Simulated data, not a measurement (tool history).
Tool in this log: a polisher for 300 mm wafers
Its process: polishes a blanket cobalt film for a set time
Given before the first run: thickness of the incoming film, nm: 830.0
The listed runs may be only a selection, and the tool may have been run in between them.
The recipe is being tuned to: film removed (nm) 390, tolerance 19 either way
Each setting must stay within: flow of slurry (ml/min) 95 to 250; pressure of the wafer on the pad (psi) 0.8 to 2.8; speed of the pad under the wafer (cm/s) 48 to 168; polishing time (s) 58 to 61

run    day  flow of slurry (ml/min)  pressure of the wafer on the pad (psi)  speed of the pad under the wafer (cm/s)  polishing time (s)  film removed (nm)
  1      0                      160                                     1.8                                      108                  58             277.74
  2  0.325                      160                                     1.9                                      108                  58             296.64
  3  0.558                      195                                     1.9                                      108                  58              299.3
  4  0.729                      235                                     1.9                                      108                  58             302.14
  5  0.842                      215                                     1.9                                      108                  58             298.93
  6  1.075                      215                                     1.6                                      108                  58              253.6
  7  1.188                      215                                     1.7                                      108                  58             262.72
  8  1.417                      215                                     1.8                                      108                  58             284.54
     1.671  -- slurry nozzle cleaned
  9  1.671                      215                                     1.9                                      108                  58             306.02
 10  1.829                      215                                     2.1                                      110                  58             351.23
 11  1.925                      215                                     2.2                                      110                  58             360.16

Consider the 4 candidate settings below. Which is the only one whose results all fall within their allowed miss of target?
  A  2.021                      200                                       2                                      110                  59                  ?
  B  2.021                      230                                     1.9                                      128                  61                  ?
  C  2.021                      230                                     1.8                                      124                  58                  ?
  D  2.021                      145                                     2.7                                       88                  58                  ?

move  film removed (nm)
   A             339.13
   B             393.14
   C             345.27
   D             342.21
A: further off than the last run
B: hits every target within its allowed miss
C: further off than the last run
D: further off than the last run
B is the move that brings every result within its allowed miss.

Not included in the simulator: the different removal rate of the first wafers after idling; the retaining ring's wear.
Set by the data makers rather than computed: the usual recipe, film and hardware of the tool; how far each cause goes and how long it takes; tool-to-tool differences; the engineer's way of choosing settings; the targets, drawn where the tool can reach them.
